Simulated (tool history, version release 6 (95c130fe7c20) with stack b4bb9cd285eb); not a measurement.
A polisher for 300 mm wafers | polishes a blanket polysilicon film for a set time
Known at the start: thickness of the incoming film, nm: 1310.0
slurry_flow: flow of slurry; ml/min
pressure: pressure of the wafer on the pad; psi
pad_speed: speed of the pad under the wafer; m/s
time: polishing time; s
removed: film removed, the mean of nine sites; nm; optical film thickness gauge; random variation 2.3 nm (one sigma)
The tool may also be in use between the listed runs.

Run 1, hour 0: slurry_flow 300 ml/min, pressure 2.6 psi, pad_speed 0.96 m/s, time 41 s. Result: removed 272.18 nm.
Run 2, hour 4.1: slurry_flow 300 ml/min, pressure 2.6 psi, pad_speed 0.96 m/s, time 37 s. Result: removed 246.37 nm.
Run 3, hour 9.1: slurry_flow 300 ml/min, pressure 2.4 psi, pad_speed 0.96 m/s, time 37 s. Result: removed 229.31 nm.
Run 4, hour 9.9: slurry_flow 300 ml/min, pressure 2.4 psi, pad_speed 0.96 m/s, time 41 s. Result: removed 248.06 nm.
Run 5, hour 15.2: slurry_flow 300 ml/min, pressure 2.4 psi, pad_speed 0.84 m/s, time 41 s. Result: removed 214.3 nm.
Run 6, hour 19.6: slurry_flow 300 ml/min, pressure 2.2 psi, pad_speed 0.84 m/s, time 41 s. Result: removed 215.34 nm.
Run 7, hour 22.9: slurry_flow 300 ml/min, pressure 2 psi, pad_speed 0.82 m/s, time 41 s. Result: removed 191.24 nm.

Forecast run 8:
Run 8, hour 25.7: slurry_flow 300 ml/min, pressure 1.9 psi, pad_speed 0.82 m/s, time 41 s. Result: removed ?.

{"run 8": {"removed": 187.6}}
